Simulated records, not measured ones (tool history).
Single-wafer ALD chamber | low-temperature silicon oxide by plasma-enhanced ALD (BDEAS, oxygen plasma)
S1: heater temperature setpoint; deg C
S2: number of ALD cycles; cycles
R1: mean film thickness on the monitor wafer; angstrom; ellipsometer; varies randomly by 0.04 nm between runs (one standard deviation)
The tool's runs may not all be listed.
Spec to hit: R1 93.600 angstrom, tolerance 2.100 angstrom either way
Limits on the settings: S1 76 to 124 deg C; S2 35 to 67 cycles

run,hour,S1,S2,R1
1,0.0,100,51,72.880
2,8.3,100,47,66.854
3,17.2,97,52,74.627
4,23.6,95,55,79.352
5,32.1,94,58,84.161
6,39.3,93,60,86.712
7,41.6,92,61,89.536
8,46.8,91,62,90.560

Of the 4 settings listed for the next run, only one would bring every result within its allowed miss of target. Which one?
A,52.0,87,60,?
B,52.0,90,64,?
C,52.0,81,59,?
D,52.0,88,61,?

move,R1
A,88.626
B,93.659
C,88.761
D,89.825
A: the biggest miss grows against the last run
B: all results land within tolerance of their targets
C: the biggest miss grows against the last run
D: the biggest miss grows against the last run
Move B is the one to make.

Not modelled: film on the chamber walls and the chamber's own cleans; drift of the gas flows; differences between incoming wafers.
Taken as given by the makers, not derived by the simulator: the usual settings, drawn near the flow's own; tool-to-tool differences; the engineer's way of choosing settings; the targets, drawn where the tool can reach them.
